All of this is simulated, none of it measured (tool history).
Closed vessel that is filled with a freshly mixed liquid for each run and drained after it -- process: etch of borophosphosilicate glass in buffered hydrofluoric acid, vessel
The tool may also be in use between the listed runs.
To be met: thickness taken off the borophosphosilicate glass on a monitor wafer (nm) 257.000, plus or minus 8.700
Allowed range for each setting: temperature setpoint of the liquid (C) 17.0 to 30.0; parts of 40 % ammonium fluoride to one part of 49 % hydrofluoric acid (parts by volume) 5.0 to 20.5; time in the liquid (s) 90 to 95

run    day  temperature setpoint of the liquid (C)  parts of 40 % ammonium fluoride to one part of 49 % hydrofluoric acid (parts by volume)  time in the liquid (s)  thickness taken off the borophosphosilicate glass on a monitor wafer (nm)
  1  0.000                                    22.0                                                                                     12.5                      90                                                                    104.990
  2  0.225                                    22.0                                                                                     14.0                      90                                                                     92.345
  3  0.283                                    22.0                                                                                     16.5                      90                                                                     77.788
  4  0.450                                    24.0                                                                                     13.5                      90                                                                    107.910
  5  0.804                                    25.5                                                                                     11.5                      90                                                                    135.220
  6  1.096                                    25.5                                                                                     11.5                      90                                                                    134.360
  7  1.250                                    26.5                                                                                     10.0                      90                                                                    162.960
  8  1.342                                    27.5                                                                                      9.0                      90                                                                    183.610
  9  1.683                                    30.0                                                                                      5.5                      90                                                                    342.430
 10  1.825                                    29.0                                                                                      5.5                      90                                                                    325.260
 11  1.883                                    27.5                                                                                      5.5                      90                                                                    296.720
 12  1.988                                    27.5                                                                                      5.5                      90                                                                    305.200
 13  2.050                                    26.5                                                                                      5.5                      90                                                                    279.400
 14  2.379                                    26.0                                                                                      5.5                      90                                                                    274.550
 15  2.746                                    25.5                                                                                      5.5                      90                                                                    268.290

5 candidate next runs follow, results not yet known. Just one meets every target within its allowed miss. Identify it.
  A  3.112                                    26.5                                                                                      5.5                      90                                                                          ?
  B  3.112                                    28.5                                                                                      6.5                      95                                                                          ?
  C  3.112                                    26.5                                                                                      6.0                      95                                                                          ?
  D  3.112                                    27.5                                                                                      6.0                      90                                                                          ?
  E  3.112                                    24.5                                                                                      5.5                      90                                                                          ?

move  thickness taken off the borophosphosilicate glass on a monitor wafer (nm)
   A                                                                    282.150
   B                                                                    285.800
   C                                                                    276.140
   D                                                                    275.750
   E                                                                    253.750
A: the biggest miss grows against the last run
B: the biggest miss grows against the last run
C: the biggest miss grows against the last run
D: the biggest miss grows against the last run
E: each result inside its tolerance
So the answer is move E, the one that meets all the targets.
